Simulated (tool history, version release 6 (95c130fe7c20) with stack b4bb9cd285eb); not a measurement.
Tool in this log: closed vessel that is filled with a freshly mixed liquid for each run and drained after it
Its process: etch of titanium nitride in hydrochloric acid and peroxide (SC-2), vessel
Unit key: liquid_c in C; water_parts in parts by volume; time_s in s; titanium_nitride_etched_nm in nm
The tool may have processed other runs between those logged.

run 1 hour=0.0 | liquid_c=59.0 water_parts=11 time_s=30 | titanium_nitride_etched_nm=1.47310
run 2 hour=7.7 | liquid_c=57.0 water_parts=11 time_s=30 | titanium_nitride_etched_nm=1.31340
run 3 hour=13.6 | liquid_c=55.5 water_parts=11 time_s=30 | titanium_nitride_etched_nm=1.19580
run 4 hour=20.6 | liquid_c=52.5 water_parts=11 time_s=30 | titanium_nitride_etched_nm=0.97766
run 5 hour=25.3 | liquid_c=52.5 water_parts=11 time_s=30 | titanium_nitride_etched_nm=0.96367
run 6 hour=30.6 | liquid_c=57.5 water_parts=11 time_s=30 | titanium_nitride_etched_nm=1.36400
run 7 hour=35.0 | liquid_c=57.5 water_parts=11 time_s=30 | titanium_nitride_etched_nm=1.37890
run 8 hour=42.0 | liquid_c=49.5 water_parts=11 time_s=30 | titanium_nitride_etched_nm=0.80041
run 9 hour=50.5 | liquid_c=50.0 water_parts=11 time_s=30 | titanium_nitride_etched_nm=0.83976

The next listed run, before its measurement:
run 10 hour=52.6 | liquid_c=50.5 water_parts=11 time_s=30 | titanium_nitride_etched_nm=?

For run 10 the tool returned titanium_nitride_etched_nm 0.84943 nm.
